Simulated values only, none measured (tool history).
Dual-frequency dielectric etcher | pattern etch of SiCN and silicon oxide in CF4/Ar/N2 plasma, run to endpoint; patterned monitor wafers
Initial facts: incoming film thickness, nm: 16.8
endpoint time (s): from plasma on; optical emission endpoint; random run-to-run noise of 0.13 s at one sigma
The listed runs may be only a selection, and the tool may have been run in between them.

| run | hour | source power (kW) | bias power (kW) | Ar flow (sccm) | CF4 flow (sccm) | endpoint time (s) |
|---|---|---|---|---|---|---|
| 1 | 0.0 | 0.320 | 0.087 | 116 | 55 | 24.846 |
| 2 | 7.3 | 0.330 | 0.087 | 116 | 55 | 23.876 |
| 3 | 11.9 | 0.330 | 0.100 | 116 | 55 | 23.293 |
| 4 | 14.6 | 0.340 | 0.100 | 116 | 55 | 22.738 |
| 5 | 20.4 | 0.290 | 0.100 | 116 | 55 | 26.045 |
| 6 | 23.6 | 0.290 | 0.100 | 131 | 55 | 26.622 |
| 7 | 30.7 | 0.310 | 0.101 | 131 | 55 | 25.227 |
| 8 | 34.8 | 0.330 | 0.102 | 131 | 55 | 23.654 |

Forecast run 9:
| 9 | 36.6 | 0.340 | 0.102 | 131 | 55 | ? |

{"run 9": {"endpoint time (s)": 23.235}}
